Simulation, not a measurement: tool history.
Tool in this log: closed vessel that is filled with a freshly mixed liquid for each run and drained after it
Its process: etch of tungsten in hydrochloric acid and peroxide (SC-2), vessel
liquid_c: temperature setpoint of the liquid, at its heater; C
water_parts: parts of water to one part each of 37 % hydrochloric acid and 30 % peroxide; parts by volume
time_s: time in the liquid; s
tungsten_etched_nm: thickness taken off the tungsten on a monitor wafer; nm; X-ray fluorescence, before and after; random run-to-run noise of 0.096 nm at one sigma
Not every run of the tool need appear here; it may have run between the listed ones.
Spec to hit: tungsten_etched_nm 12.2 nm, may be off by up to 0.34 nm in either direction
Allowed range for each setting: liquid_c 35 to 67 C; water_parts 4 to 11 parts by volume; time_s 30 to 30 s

run	day	liquid_c	water_parts	time_s	tungsten_etched_nm
1	0	51	6	30	5.3062
2	0.038	44.5	6	30	3.4211
3	0.275	39.5	6	30	2.3689
4	0.488	35	6	30	1.7355
5	0.638	35	7.5	30	1.455
6	0.896	35	7.5	30	1.4509
7	1.046	43.5	7.5	30	2.654
8	1.4	49.5	7.5	30	4.0125
9	1.562	54	7.5	30	5.3869
10	1.708	57.5	7.5	30	6.7638

Exercise: of the 4 proposed moves below, exactly one satisfies all targets within the stated allowed misses. Which move is it?
A	1.854	63	6	30	?
B	1.854	64	6	30	?
C	1.854	65	7	30	?
D	1.854	47.5	9	30	?

move	tungsten_etched_nm
A	11.279
B	11.994
C	11.333
D	3.014
A: better than the last run, though not everything is in spec
B: every result within its allowed miss
C: better than the last run, though not everything is in spec
D: moves away from the targets compared with the last run
Move B is the one to make.
